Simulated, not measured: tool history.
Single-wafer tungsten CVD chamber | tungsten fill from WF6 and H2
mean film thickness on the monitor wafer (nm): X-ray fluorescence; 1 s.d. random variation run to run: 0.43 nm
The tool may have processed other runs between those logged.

run,day,heater temperature setpoint (K),chamber pressure (Pa),deposition time (s),mean film thickness on the monitor wafer (nm)
1,0.000,663.15,7226,23.3,79.770
2,0.108,668.15,7239,23.3,89.309
3,0.408,671.15,7253,23.3,95.193
4,0.554,671.15,7253,23.3,95.669
5,0.817,667.15,7253,23.3,87.482
6,0.925,667.15,7866,23.3,90.412
7,1.054,670.15,7879,23.3,96.333
8,1.312,672.15,7893,23.3,100.790
9,1.350,673.15,7893,23.3,102.160

Run 10 has not been measured yet. What should we expect?
10,1.525,674.15,7893,23.3,?

{"run 10": {"mean film thickness on the monitor wafer (nm)": 105.04}}
